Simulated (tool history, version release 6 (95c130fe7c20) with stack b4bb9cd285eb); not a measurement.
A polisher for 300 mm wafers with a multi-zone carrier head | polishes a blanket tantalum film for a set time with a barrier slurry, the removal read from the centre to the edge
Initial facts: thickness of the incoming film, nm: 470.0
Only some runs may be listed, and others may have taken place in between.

run	hour	flow of slurry (ml/min)	pressure of the head's centre zone	pressure of the head's middle zone	pressure of the head's edge zone	abrasive content of the slurry	polishing time (s)	film removed at the wafer's centre (Å)	film removed at mid-radius (Å)	film removed at the wafer's edge (Å)
1	0.0	285	1.00	1.00	1.00	1.00	82	1800.2	1866.3	1790.9
2	8.4	285	1.00	1.00	1.00	1.00	97	2152.2	2201.0	2056.5
3	12.1	285	1.00	1.00	1.00	1.00	85	1847.0	1886.4	1801.1
4	14.3	355	1.00	1.00	1.00	1.00	85	1955.3	2006.6	1835.6
5	20.0	355	1.09	1.00	1.00	1.00	85	2102.4	1927.2	1863.6
6	25.7	340	1.07	0.98	1.01	0.95	82	1955.1	1825.0	1782.5
7	29.1	325	1.05	0.96	1.02	0.90	79	1803.4	1663.5	1719.7
# hour 34.6: slurry nozzle cleaned
8	34.6	320	1.03	0.95	1.01	0.85	77	1754.2	1696.3	1682.1

The next listed run, before its measurement:
9	43.1	310	0.95	0.88	1.11	0.85	54	?	?	?

Run 9 produced film removed at the wafer's centre (Å) 1128.4, film removed at mid-radius (Å) 1097.7, film removed at the wafer's edge (Å) 1240.1.
